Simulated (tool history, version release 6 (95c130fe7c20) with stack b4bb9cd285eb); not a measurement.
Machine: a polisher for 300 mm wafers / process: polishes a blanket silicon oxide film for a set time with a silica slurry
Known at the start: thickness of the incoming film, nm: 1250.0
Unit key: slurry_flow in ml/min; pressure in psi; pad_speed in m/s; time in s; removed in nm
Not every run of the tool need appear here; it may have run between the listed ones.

{"run": 1, "hour": 0.0, "slurry_flow": 290, "pressure": 4.4, "pad_speed": 1.18, "slurry_solids": 1, "time": 106, "removed": 312.41}
{"run": 2, "hour": 5.3, "slurry_flow": 290, "pressure": 4.6, "pad_speed": 1.18, "slurry_solids": 1, "time": 106, "removed": 313.25}
{"run": 3, "hour": 11.8, "slurry_flow": 355, "pressure": 4.6, "pad_speed": 1.18, "slurry_solids": 1, "time": 106, "removed": 329.89}
{"run": 4, "hour": 15.2, "slurry_flow": 355, "pressure": 4.6, "pad_speed": 0.88, "slurry_solids": 1, "time": 106, "removed": 253.87}
{"run": 5, "hour": 20.8, "slurry_flow": 355, "pressure": 5, "pad_speed": 0.88, "slurry_solids": 1, "time": 106, "removed": 280.93}
{"run": 6, "hour": 23.5, "slurry_flow": 355, "pressure": 5.3, "pad_speed": 0.88, "slurry_solids": 1, "time": 106, "removed": 303.41}
{"run": 7, "hour": 27.9, "slurry_flow": 355, "pressure": 5.5, "pad_speed": 0.88, "slurry_solids": 1, "time": 106, "removed": 306.94}
{"run": 8, "hour": 36.7, "slurry_flow": 355, "pressure": 5.7, "pad_speed": 0.88, "slurry_solids": 1, "time": 106, "removed": 317.62}
{"run": 9, "hour": 43.2, "slurry_flow": 355, "pressure": 5.9, "pad_speed": 0.88, "slurry_solids": 1, "time": 106, "removed": 335.1}
{"run": 10, "hour": 50.4, "slurry_flow": 355, "pressure": 6, "pad_speed": 0.88, "slurry_solids": 1, "time": 106, "removed": 337.09}

Run 11 comes next. What will it give?
{"run": 11, "hour": 54.9, "slurry_flow": 355, "pressure": 6.1, "pad_speed": 0.88, "slurry_solids": 1, "time": 106, "removed": "?"}

{"run 11": {"removed": 337.32}}

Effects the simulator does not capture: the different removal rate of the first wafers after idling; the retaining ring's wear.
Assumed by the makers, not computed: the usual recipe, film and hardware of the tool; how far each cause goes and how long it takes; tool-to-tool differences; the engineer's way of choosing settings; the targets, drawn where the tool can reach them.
